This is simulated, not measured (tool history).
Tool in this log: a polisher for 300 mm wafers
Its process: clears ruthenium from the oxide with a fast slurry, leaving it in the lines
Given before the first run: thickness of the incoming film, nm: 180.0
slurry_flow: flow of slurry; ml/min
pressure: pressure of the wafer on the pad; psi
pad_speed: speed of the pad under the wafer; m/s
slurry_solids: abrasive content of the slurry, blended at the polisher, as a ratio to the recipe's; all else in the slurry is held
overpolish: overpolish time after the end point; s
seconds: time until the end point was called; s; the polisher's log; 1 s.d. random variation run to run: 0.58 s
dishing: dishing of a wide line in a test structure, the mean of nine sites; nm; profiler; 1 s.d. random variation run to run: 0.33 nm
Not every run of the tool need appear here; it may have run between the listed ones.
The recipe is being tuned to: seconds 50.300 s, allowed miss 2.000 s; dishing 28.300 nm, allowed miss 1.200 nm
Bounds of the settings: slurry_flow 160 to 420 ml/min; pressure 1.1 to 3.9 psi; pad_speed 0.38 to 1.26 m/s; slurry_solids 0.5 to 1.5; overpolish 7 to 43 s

run,hour,slurry_flow,pressure,pad_speed,slurry_solids,overpolish,seconds,dishing
1,0.0,270,2.5,0.82,1.0,22,67.862,31.176
2,9.0,270,2.7,0.82,1.0,19,63.103,30.389
3,11.4,270,3.1,0.82,1.0,19,54.657,32.808
4,13.6,270,3.2,0.82,1.0,17,51.912,31.043
5,17.8,270,3.2,0.82,0.9,17,56.363,29.735
6,20.3,270,3.3,0.82,0.9,16,54.161,30.132
7,22.2,270,3.3,0.82,0.9,15,52.936,28.205
8,29.9,270,3.3,0.82,0.9,15,53.898,28.627

4 candidate next runs follow, results not yet known. Just one meets every target within its allowed miss. Identify it.
A,37.6,365,3.1,0.90,0.9,14,?,?
B,37.6,340,3.5,0.90,0.9,13,?,?
C,37.6,200,3.0,1.00,0.9,16,?,?
D,37.6,300,3.2,0.86,0.8,16,?,?

move,seconds,dishing
A,51.091,27.835
B,45.593,28.583
C,50.050,30.768
D,55.323,28.851
A: meets every target
B: carries the result that was furthest off beyond its target, to the other side
C: brings the result that was furthest off to its target, and leaves another outside
D: its largest miss is bigger than the last run's
Go with A: it meets all targets.
